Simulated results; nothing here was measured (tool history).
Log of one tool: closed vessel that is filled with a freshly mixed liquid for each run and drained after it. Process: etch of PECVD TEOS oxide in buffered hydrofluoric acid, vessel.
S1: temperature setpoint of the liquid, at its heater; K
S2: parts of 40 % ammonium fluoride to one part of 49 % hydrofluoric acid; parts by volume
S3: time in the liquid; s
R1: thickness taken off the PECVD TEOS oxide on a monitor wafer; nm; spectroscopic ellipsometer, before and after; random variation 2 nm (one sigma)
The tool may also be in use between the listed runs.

run,hour,S1,S2,S3,R1
1,0.0,294.15,13.5,105,103.82
2,4.4,296.15,12.0,105,127.62
3,9.6,296.15,14.0,105,111.04
4,17.4,295.15,14.0,105,106.42
5,23.4,295.15,14.0,110,113.06
6,30.2,297.15,12.5,110,137.20
7,35.5,298.65,11.0,110,171.27
8,43.4,299.65,10.5,110,186.62

Run 9 comes next. What will it give?
9,44.3,300.15,10.0,110,?

{"run 9": {"R1": 202.2}}
